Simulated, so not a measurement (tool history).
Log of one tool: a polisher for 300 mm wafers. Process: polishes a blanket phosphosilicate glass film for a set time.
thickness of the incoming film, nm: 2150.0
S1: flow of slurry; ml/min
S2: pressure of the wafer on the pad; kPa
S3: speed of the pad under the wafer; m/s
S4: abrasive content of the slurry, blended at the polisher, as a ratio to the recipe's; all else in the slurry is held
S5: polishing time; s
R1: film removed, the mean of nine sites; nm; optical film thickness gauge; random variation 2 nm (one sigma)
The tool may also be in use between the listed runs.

run	day	S1	S2	S3	S4	S5	R1
1	0	315	21.4	0.88	1	55	416.62
2	0.246	315	20.7	0.88	1	55	412.66
3	0.5	315	20	0.88	1	55	393.16
4	0.567	315	19.3	0.88	1	55	379.75
5	0.658	315	19.3	0.88	1.2	55	405.69
6	0.975	315	18.6	0.88	1.2	55	398

Forecast run 7:
7	1.321	305	12.4	0.88	1.2	55	?

R1: 268.15 nm
